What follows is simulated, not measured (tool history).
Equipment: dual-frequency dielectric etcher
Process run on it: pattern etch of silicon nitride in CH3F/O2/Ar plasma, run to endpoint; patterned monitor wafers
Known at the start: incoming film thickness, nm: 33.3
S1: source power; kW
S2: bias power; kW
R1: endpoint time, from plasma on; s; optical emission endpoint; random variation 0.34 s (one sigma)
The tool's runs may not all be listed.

run 1 day=0.000 | S1=0.310 S2=0.076 | R1=51.825
run 2 day=0.225 | S1=0.310 S2=0.082 | R1=50.097
run 3 day=0.583 | S1=0.290 S2=0.082 | R1=50.774
run 4 day=0.671 | S1=0.240 S2=0.082 | R1=53.474
run 5 day=1.000 | S1=0.260 S2=0.084 | R1=50.978
run 6 day=1.212 | S1=0.260 S2=0.076 | R1=53.628
run 7 day=1.517 | S1=0.280 S2=0.078 | R1=51.793

Run 8 is up next; what results do you expect?
run 8 day=1.829 | S1=0.290 S2=0.080 | R1=?

{"run 8": {"R1": 50.761}}
